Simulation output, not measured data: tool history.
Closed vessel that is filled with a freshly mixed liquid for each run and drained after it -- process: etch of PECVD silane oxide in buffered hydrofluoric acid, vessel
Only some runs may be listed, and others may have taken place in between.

run    day  temperature setpoint of the liquid (°C)  parts of 40 % ammonium fluoride to one part of 49 % hydrofluoric acid (parts by volume)  time in the liquid (s)  thickness taken off the PECVD silane oxide on a monitor wafer (angstrom)
  1  0.000                                     22.0                                                                                     24.0                      95                                                                    916.66
  2  0.104                                     22.0                                                                                     27.5                      95                                                                    827.90
  3  0.292                                     24.5                                                                                     27.5                      95                                                                    947.35
  4  0.429                                     24.5                                                                                     23.5                      95                                                                   1076.90
  5  0.654                                     22.5                                                                                     23.5                      95                                                                    949.81
  6  1.012                                     22.5                                                                                     23.5                     100                                                                   1005.90
  7  1.338                                     23.5                                                                                     21.5                     100                                                                   1125.60
  8  1.492                                     24.5                                                                                     19.5                     100                                                                   1282.60
  9  1.808                                     28.5                                                                                     12.0                     100                                                                   2555.40
 10  2.154                                     28.0                                                                                     12.0                     100                                                                   2507.30
 11  2.525                                     27.5                                                                                     12.0                     100                                                                   2433.60

Run 12 has not been measured yet. What should we expect?
 12  2.612                                     26.5                                                                                     12.0                     100                                                                         ?

thickness taken off the PECVD silane oxide on a monitor wafer (angstrom): 2289.90

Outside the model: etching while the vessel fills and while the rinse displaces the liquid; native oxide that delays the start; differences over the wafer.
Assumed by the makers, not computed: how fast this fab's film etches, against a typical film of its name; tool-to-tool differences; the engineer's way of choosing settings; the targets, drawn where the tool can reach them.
